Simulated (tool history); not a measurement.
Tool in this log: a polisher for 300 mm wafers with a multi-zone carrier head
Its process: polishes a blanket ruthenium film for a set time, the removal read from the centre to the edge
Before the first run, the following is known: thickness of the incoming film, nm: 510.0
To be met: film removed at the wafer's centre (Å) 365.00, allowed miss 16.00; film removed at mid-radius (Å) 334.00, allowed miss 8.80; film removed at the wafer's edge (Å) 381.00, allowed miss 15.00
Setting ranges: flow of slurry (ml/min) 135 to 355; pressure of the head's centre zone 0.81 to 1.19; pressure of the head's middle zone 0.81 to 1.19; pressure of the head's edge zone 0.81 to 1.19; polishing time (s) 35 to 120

run,day,flow of slurry (ml/min),pressure of the head's centre zone,pressure of the head's middle zone,pressure of the head's edge zone,polishing time (s),film removed at the wafer's centre (Å),film removed at mid-radius (Å),film removed at the wafer's edge (Å)
1,0.000,225,1.00,1.00,1.00,77,603.98,582.03,590.49
2,0.350,225,0.96,1.00,1.00,77,572.07,579.60,575.19
3,0.642,275,0.96,1.00,1.00,77,584.75,596.89,588.58
4,0.838,275,0.96,0.95,1.00,77,586.86,568.55,597.60
5,0.933,270,0.95,0.93,0.98,73,541.81,525.96,556.91
6,1.012,260,0.95,0.91,0.96,70,525.06,499.43,524.58
7,1.254,255,0.94,0.90,0.96,67,494.39,471.60,508.14
8,1.575,250,0.94,0.89,0.95,64,474.30,447.73,489.70
9,1.783,245,0.94,0.88,0.94,62,454.65,427.31,448.22
10,1.904,245,0.94,0.88,0.94,62,458.62,432.73,453.68
11,2.117,240,0.94,0.87,0.95,60,440.73,409.92,450.60
12,2.254,230,0.94,0.86,0.94,59,423.05,404.32,440.12
13,2.396,230,0.94,0.85,0.94,57,416.29,386.76,415.61
14,2.662,225,0.94,0.84,0.95,56,403.29,366.82,404.22
15,2.900,215,0.94,0.84,0.95,56,404.49,369.27,421.78
16,3.154,210,0.94,0.84,0.94,55,392.72,364.88,402.89
17,3.467,205,0.94,0.84,0.94,55,394.25,357.64,405.30

Exercise: of the 4 proposed moves below, exactly one satisfies all targets within the stated allowed misses. Which move is it?
A,3.779,275,0.93,0.95,0.82,51,?,?,?
B,3.779,185,0.94,0.85,0.98,51,?,?,?
C,3.779,290,0.98,0.88,0.96,51,?,?,?
D,3.779,245,0.99,0.96,0.81,53,?,?,?

move,film removed at the wafer's centre (Å),film removed at mid-radius (Å),film removed at the wafer's edge (Å)
A,373.52,377.22,360.16
B,359.07,331.71,378.41
C,395.80,357.68,388.81
D,408.12,390.43,368.95
A: the biggest miss grows against the last run
B: all results in spec
C: neither nearer nor further off than the last run
D: the biggest miss grows against the last run
Correct choice: B, which meets every target
